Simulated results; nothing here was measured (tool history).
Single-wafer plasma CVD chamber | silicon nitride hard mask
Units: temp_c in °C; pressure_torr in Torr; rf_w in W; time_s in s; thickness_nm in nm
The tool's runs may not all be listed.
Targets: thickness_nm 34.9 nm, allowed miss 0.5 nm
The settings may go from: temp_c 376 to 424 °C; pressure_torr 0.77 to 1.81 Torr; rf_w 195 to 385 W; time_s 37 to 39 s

run 1 hour=0 | temp_c=400 pressure_torr=1.29 rf_w=290 time_s=39 | thickness_nm=40.591
run 2 hour=6.4 | temp_c=400 pressure_torr=1.17 rf_w=285 time_s=39 | thickness_nm=39.16
run 3 hour=9.1 | temp_c=400 pressure_torr=1.08 rf_w=280 time_s=39 | thickness_nm=37.726
run 4 hour=15.6 | temp_c=400 pressure_torr=1.08 rf_w=280 time_s=39 | thickness_nm=37.67
run 5 hour=16.3 | temp_c=391 pressure_torr=1.08 rf_w=280 time_s=39 | thickness_nm=37.94
run 6 hour=21.8 | temp_c=382 pressure_torr=1.08 rf_w=280 time_s=39 | thickness_nm=38.021
run 7 hour=22.9 | temp_c=382 pressure_torr=1.01 rf_w=280 time_s=39 | thickness_nm=37.42
run 8 hour=27.7 | temp_c=382 pressure_torr=0.96 rf_w=280 time_s=39 | thickness_nm=36.751
run 9 hour=30.9 | temp_c=382 pressure_torr=0.92 rf_w=280 time_s=39 | thickness_nm=36.245
run 10 hour=33.2 | temp_c=382 pressure_torr=0.89 rf_w=280 time_s=39 | thickness_nm=35.865
run 11 hour=40 | temp_c=382 pressure_torr=0.87 rf_w=280 time_s=39 | thickness_nm=35.666

Which of these 4 next moves meets every target?
run A hour=46.8 | temp_c=376 pressure_torr=0.89 rf_w=265 time_s=37.5 | thickness_nm=?
run B hour=46.8 | temp_c=376 pressure_torr=0.79 rf_w=280 time_s=38.5 | thickness_nm=?
run C hour=46.8 | temp_c=381 pressure_torr=1.07 rf_w=240 time_s=39 | thickness_nm=?
run D hour=46.8 | temp_c=382 pressure_torr=0.93 rf_w=280 time_s=39 | thickness_nm=?

move=A thickness_nm=33.445
move=B thickness_nm=33.937
move=C thickness_nm=34.871
move=D thickness_nm=36.284
A: takes the result that was furthest off past its target
B: takes the result that was furthest off past its target
C: meets every target
D: further off than the last run
Move C is the one to make.
